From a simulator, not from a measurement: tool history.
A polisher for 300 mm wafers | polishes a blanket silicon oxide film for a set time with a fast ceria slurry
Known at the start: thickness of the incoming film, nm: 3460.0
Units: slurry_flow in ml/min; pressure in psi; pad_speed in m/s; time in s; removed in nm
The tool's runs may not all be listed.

{"run": 1, "day": 0.0, "slurry_flow": 285, "pressure": 2.7, "pad_speed": 0.92, "time": 58, "removed": 874.34}
{"run": 2, "day": 0.342, "slurry_flow": 240, "pressure": 2.7, "pad_speed": 0.92, "time": 58, "removed": 863.73}
{"run": 3, "day": 0.671, "slurry_flow": 240, "pressure": 2.7, "pad_speed": 1.06, "time": 58, "removed": 984.19}
{"run": 4, "day": 0.904, "slurry_flow": 240, "pressure": 2.2, "pad_speed": 1.06, "time": 58, "removed": 815.96}
{"run": 5, "day": 1.117, "slurry_flow": 205, "pressure": 2.2, "pad_speed": 1.06, "time": 58, "removed": 814.8}
{"run": 6, "day": 1.25, "slurry_flow": 205, "pressure": 2.2, "pad_speed": 1.06, "time": 53, "removed": 734.93}
{"run": 7, "day": 1.529, "slurry_flow": 220, "pressure": 2.4, "pad_speed": 1.06, "time": 53, "removed": 814.25}
{"run": 8, "day": 1.829, "slurry_flow": 230, "pressure": 2.5, "pad_speed": 1.06, "time": 53, "removed": 832.25}
{"run": 9, "day": 2.0, "slurry_flow": 230, "pressure": 3.2, "pad_speed": 1.06, "time": 53, "removed": 1072.6}
{"run": 10, "day": 2.025, "slurry_flow": 240, "pressure": 3.2, "pad_speed": 1.06, "time": 53, "removed": 1059.2}
{"run": 11, "day": 2.392, "slurry_flow": 250, "pressure": 3.2, "pad_speed": 1.06, "time": 53, "removed": 1064.0}

The next listed run, before its measurement:
{"run": 12, "day": 2.738, "slurry_flow": 260, "pressure": 3.4, "pad_speed": 1.06, "time": 53, "removed": "?"}

{"run 12": {"removed": 1138.4}}

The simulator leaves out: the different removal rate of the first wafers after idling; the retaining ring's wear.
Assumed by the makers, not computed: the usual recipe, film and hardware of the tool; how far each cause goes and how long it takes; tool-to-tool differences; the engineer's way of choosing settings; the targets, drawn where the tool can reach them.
